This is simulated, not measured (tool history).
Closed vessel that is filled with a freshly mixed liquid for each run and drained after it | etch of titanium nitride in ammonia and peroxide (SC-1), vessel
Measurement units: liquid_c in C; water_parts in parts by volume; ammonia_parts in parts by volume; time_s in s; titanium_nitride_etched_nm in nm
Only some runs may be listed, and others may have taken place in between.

{"run": 1, "hour": 0.0, "liquid_c": 56, "water_parts": 19, "ammonia_parts": 0.55, "time_s": 165, "titanium_nitride_etched_nm": 19.955}
{"run": 2, "hour": 3.7, "liquid_c": 53, "water_parts": 19, "ammonia_parts": 0.55, "time_s": 165, "titanium_nitride_etched_nm": 16.242}
{"run": 3, "hour": 6.6, "liquid_c": 53, "water_parts": 16.5, "ammonia_parts": 0.55, "time_s": 165, "titanium_nitride_etched_nm": 17.6}
{"run": 4, "hour": 11.2, "liquid_c": 50.5, "water_parts": 16.5, "ammonia_parts": 0.55, "time_s": 165, "titanium_nitride_etched_nm": 14.88}
{"run": 5, "hour": 14.9, "liquid_c": 47, "water_parts": 16.5, "ammonia_parts": 0.55, "time_s": 165, "titanium_nitride_etched_nm": 11.623}
{"run": 6, "hour": 19.4, "liquid_c": 47, "water_parts": 16.5, "ammonia_parts": 0.7, "time_s": 165, "titanium_nitride_etched_nm": 12.26}
{"run": 7, "hour": 28.3, "liquid_c": 46, "water_parts": 16.5, "ammonia_parts": 0.7, "time_s": 165, "titanium_nitride_etched_nm": 11.393}
{"run": 8, "hour": 30.9, "liquid_c": 45, "water_parts": 16.5, "ammonia_parts": 0.7, "time_s": 165, "titanium_nitride_etched_nm": 10.643}
{"run": 9, "hour": 36.9, "liquid_c": 44, "water_parts": 16.5, "ammonia_parts": 0.7, "time_s": 165, "titanium_nitride_etched_nm": 9.7971}
{"run": 10, "hour": 40.1, "liquid_c": 43.5, "water_parts": 16.5, "ammonia_parts": 0.7, "time_s": 165, "titanium_nitride_etched_nm": 9.5185}

Run 11 has not been measured yet. What should we expect?
{"run": 11, "hour": 42.0, "liquid_c": 43, "water_parts": 16.5, "ammonia_parts": 0.7, "time_s": 165, "titanium_nitride_etched_nm": "?"}

{"run 11": {"titanium_nitride_etched_nm": 9.1281}}
